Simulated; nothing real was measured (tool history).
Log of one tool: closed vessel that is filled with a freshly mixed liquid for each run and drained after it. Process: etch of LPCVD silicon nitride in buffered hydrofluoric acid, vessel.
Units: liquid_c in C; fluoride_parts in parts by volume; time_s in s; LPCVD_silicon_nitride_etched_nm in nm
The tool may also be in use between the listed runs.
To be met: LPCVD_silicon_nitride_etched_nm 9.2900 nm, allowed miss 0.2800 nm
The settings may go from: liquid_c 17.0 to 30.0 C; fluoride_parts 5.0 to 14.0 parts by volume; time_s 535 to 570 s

run    day  liquid_c  fluoride_parts  time_s  LPCVD_silicon_nitride_etched_nm
  1  0.000      22.0             8.5     535                           8.1429
  2  0.192      22.5             8.5     535                           8.2496
  3  0.475      23.0             8.5     535                           8.5498
  4  0.692      23.0             6.5     535                          11.2360
  5  0.888      23.0             5.0     535                          14.0860
  6  1.262      23.0             5.0     570                          14.9830
  7  1.350      22.0             5.0     570                          14.2900
  8  1.412      21.5             5.0     570                          13.8820
  9  1.612      17.5             6.5     570                           8.8058

Which of these 4 next moves meets every target?
  A  1.812      17.0             5.5     535                                ?
  B  1.812      17.5             7.0     555                                ?
  C  1.812      17.5             7.0     570                                ?
  D  1.812      18.5             7.0     565                                ?

move  LPCVD_silicon_nitride_etched_nm
   A                           9.2123
   B                           7.9886
   C                           8.2045
   D                           8.6068
A: meets every target
B: further off than the last run
C: further off than the last run
D: further off than the last run
Move A is the one to make.

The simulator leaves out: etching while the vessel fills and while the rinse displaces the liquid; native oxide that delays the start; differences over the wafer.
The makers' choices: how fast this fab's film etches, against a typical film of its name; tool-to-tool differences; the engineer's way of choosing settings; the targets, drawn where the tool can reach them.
